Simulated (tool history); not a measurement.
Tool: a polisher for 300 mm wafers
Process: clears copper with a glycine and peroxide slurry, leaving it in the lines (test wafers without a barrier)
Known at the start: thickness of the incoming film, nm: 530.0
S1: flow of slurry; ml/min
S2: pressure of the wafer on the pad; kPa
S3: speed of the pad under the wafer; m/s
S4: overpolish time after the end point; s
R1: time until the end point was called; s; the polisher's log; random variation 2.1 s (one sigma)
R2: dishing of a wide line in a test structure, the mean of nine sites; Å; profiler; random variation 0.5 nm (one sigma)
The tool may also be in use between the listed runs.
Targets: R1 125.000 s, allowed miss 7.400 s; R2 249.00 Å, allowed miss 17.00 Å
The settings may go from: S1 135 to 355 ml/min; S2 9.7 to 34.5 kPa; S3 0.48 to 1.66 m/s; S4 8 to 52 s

Run 1, hour 0.0: S1 225 ml/min, S2 22.1 kPa, S3 1.06 m/s, S4 26 s. Result: R1 92.629 s, R2 633.22 Å.
Run 2, hour 2.5: S1 225 ml/min, S2 26.9 kPa, S3 1.06 m/s, S4 26 s. Result: R1 79.674 s, R2 650.59 Å.
Run 3, hour 7.0: S1 270 ml/min, S2 26.9 kPa, S3 1.06 m/s, S4 26 s. Result: R1 76.475 s, R2 642.72 Å.
Run 4, hour 10.6: S1 280 ml/min, S2 26.2 kPa, S3 0.98 m/s, S4 23 s. Result: R1 85.585 s, R2 614.01 Å.
Run 5, hour 17.3: S1 305 ml/min, S2 26.2 kPa, S3 0.98 m/s, S4 23 s. Result: R1 82.621 s, R2 607.50 Å.
Run 6, hour 22.5: S1 310 ml/min, S2 24.1 kPa, S3 0.98 m/s, S4 21 s. Result: R1 89.604 s, R2 558.69 Å.
Run 7, hour 30.0: S1 315 ml/min, S2 22.1 kPa, S3 1.00 m/s, S4 19 s. Result: R1 91.297 s, R2 538.16 Å.
Run 8, hour 34.3: S1 320 ml/min, S2 20.0 kPa, S3 1.00 m/s, S4 17 s. Result: R1 101.040 s, R2 463.67 Å.
Run 9, hour 38.2: S1 355 ml/min, S2 13.8 kPa, S3 1.30 m/s, S4 8 s. Result: R1 105.640 s, R2 278.81 Å.
Run 10, hour 45.3: S1 355 ml/min, S2 13.1 kPa, S3 1.30 m/s, S4 8 s. Result: R1 111.230 s, R2 272.13 Å.

Which of these 4 next moves meets every target?
Run A, hour 52.4: S1 355 ml/min, S2 13.8 kPa, S3 1.06 m/s, S4 8 s. Result: R1 ?, R2 ?.
Run B, hour 52.4: S1 345 ml/min, S2 10.3 kPa, S3 1.50 m/s, S4 8 s. Result: R1 ?, R2 ?.
Run C, hour 52.4: S1 355 ml/min, S2 11.7 kPa, S3 1.40 m/s, S4 9 s. Result: R1 ?, R2 ?.
Run D, hour 52.4: S1 320 ml/min, S2 12.4 kPa, S3 1.14 m/s, S4 12 s. Result: R1 ?, R2 ?.

move       R1      R2
   A  121.660  248.88
   B  112.170  261.52
   C  108.760  294.44
   D  124.410  332.81
A: meets every target
B: nearer than the last run, and not there yet
C: further off than the last run
D: brings the result that was furthest off to its target, and leaves another outside
Answer: A
